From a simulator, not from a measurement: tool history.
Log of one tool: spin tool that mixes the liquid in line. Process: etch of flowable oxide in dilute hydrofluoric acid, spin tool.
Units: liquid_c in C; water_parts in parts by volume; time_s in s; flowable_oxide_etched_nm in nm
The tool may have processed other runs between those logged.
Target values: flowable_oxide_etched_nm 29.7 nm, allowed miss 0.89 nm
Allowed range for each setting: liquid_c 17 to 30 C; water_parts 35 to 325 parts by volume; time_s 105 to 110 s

run 1 hour=0 | liquid_c=22 water_parts=180 time_s=105 | flowable_oxide_etched_nm=25.02
run 2 hour=2.7 | liquid_c=23 water_parts=180 time_s=105 | flowable_oxide_etched_nm=25.785
run 3 hour=9.5 | liquid_c=24 water_parts=180 time_s=105 | flowable_oxide_etched_nm=27.107
run 4 hour=16.5 | liquid_c=24 water_parts=180 time_s=105 | flowable_oxide_etched_nm=26.84
run 5 hour=24.5 | liquid_c=24 water_parts=200 time_s=105 | flowable_oxide_etched_nm=24.072
run 6 hour=26.3 | liquid_c=25 water_parts=200 time_s=105 | flowable_oxide_etched_nm=24.786
run 7 hour=34.9 | liquid_c=26 water_parts=200 time_s=105 | flowable_oxide_etched_nm=25.598
run 8 hour=39.2 | liquid_c=27 water_parts=200 time_s=105 | flowable_oxide_etched_nm=26.297
run 9 hour=40.6 | liquid_c=27.5 water_parts=200 time_s=105 | flowable_oxide_etched_nm=27.135
run 10 hour=47.2 | liquid_c=28 water_parts=200 time_s=105 | flowable_oxide_etched_nm=27.61
run 11 hour=54.2 | liquid_c=28.5 water_parts=200 time_s=105 | flowable_oxide_etched_nm=27.558
run 12 hour=55.6 | liquid_c=29 water_parts=200 time_s=105 | flowable_oxide_etched_nm=28.546

Which one of the following 5 next-run settings gets every result inside its allowed miss? There is exactly one.
run A hour=57 | liquid_c=29.5 water_parts=185 time_s=105 | flowable_oxide_etched_nm=?
run B hour=57 | liquid_c=30 water_parts=205 time_s=105 | flowable_oxide_etched_nm=?
run C hour=57 | liquid_c=29 water_parts=200 time_s=110 | flowable_oxide_etched_nm=?
run D hour=57 | liquid_c=30 water_parts=190 time_s=105 | flowable_oxide_etched_nm=?
run E hour=57 | liquid_c=30 water_parts=195 time_s=110 | flowable_oxide_etched_nm=?

move=A flowable_oxide_etched_nm=31.637
move=B flowable_oxide_etched_nm=28.347
move=C flowable_oxide_etched_nm=29.58
move=D flowable_oxide_etched_nm=31.155
move=E flowable_oxide_etched_nm=31.605
A: takes the biggest miss from the last run beyond its target
B: moves away from the targets compared with the last run
C: all results in spec
D: takes the biggest miss from the last run beyond its target
E: takes the biggest miss from the last run beyond its target
Move C is the one to make.
